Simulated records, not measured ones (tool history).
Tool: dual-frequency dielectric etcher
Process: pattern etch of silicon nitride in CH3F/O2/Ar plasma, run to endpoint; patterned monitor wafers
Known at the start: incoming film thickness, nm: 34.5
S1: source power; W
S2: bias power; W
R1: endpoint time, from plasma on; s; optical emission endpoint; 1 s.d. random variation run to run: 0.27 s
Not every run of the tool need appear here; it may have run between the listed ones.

{"run": 1, "hour": 0.0, "S1": 350, "S2": 55, "R1": 58.171}
{"run": 2, "hour": 2.6, "S1": 380, "S2": 55, "R1": 56.242}
{"run": 3, "hour": 5.2, "S1": 380, "S2": 50, "R1": 57.746}
{"run": 4, "hour": 10.8, "S1": 380, "S2": 54, "R1": 55.981}
{"run": 5, "hour": 15.7, "S1": 370, "S2": 54, "R1": 57.195}
{"run": 6, "hour": 21.1, "S1": 360, "S2": 54, "R1": 58.021}
{"run": 7, "hour": 26.0, "S1": 350, "S2": 54, "R1": 58.514}

What will run 8 give?
{"run": 8, "hour": 29.7, "S1": 280, "S2": 51, "R1": "?"}

Run 8 produced R1 66.256 s.
